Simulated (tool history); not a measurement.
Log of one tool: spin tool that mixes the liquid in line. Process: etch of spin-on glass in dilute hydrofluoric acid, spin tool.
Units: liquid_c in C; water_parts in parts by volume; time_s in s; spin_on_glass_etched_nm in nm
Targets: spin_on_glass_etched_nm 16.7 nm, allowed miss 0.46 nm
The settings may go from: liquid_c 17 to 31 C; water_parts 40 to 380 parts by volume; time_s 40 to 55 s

run 1 day=0 | liquid_c=23 water_parts=210 time_s=55 | spin_on_glass_etched_nm=9.1373
run 2 day=0.267 | liquid_c=23 water_parts=210 time_s=40 | spin_on_glass_etched_nm=6.6322
run 3 day=0.312 | liquid_c=25 water_parts=180 time_s=40 | spin_on_glass_etched_nm=8.6516
run 4 day=0.629 | liquid_c=25 water_parts=225 time_s=40 | spin_on_glass_etched_nm=6.6038
run 5 day=0.858 | liquid_c=26 water_parts=190 time_s=40 | spin_on_glass_etched_nm=8.4313
run 6 day=1.208 | liquid_c=26 water_parts=190 time_s=55 | spin_on_glass_etched_nm=11.63
run 7 day=1.483 | liquid_c=27.5 water_parts=185 time_s=55 | spin_on_glass_etched_nm=12.708
run 8 day=1.812 | liquid_c=31 water_parts=155 time_s=55 | spin_on_glass_etched_nm=17.881
run 9 day=2.058 | liquid_c=30.5 water_parts=155 time_s=55 | spin_on_glass_etched_nm=17.541

Which of these 5 next moves meets every target?
run A day=2.304 | liquid_c=31 water_parts=145 time_s=45 | spin_on_glass_etched_nm=?
run B day=2.304 | liquid_c=30 water_parts=150 time_s=55 | spin_on_glass_etched_nm=?
run C day=2.304 | liquid_c=30.5 water_parts=115 time_s=40 | spin_on_glass_etched_nm=?
run D day=2.304 | liquid_c=28.5 water_parts=150 time_s=55 | spin_on_glass_etched_nm=?
run E day=2.304 | liquid_c=29.5 water_parts=150 time_s=55 | spin_on_glass_etched_nm=?

move=A spin_on_glass_etched_nm=15.854
move=B spin_on_glass_etched_nm=17.952
move=C spin_on_glass_etched_nm=18.183
move=D spin_on_glass_etched_nm=17.003
move=E spin_on_glass_etched_nm=17.632
A: takes the result that was furthest off past its target
B: further off than the last run
C: further off than the last run
D: meets every target
E: further off than the last run
Move D is the one to make.

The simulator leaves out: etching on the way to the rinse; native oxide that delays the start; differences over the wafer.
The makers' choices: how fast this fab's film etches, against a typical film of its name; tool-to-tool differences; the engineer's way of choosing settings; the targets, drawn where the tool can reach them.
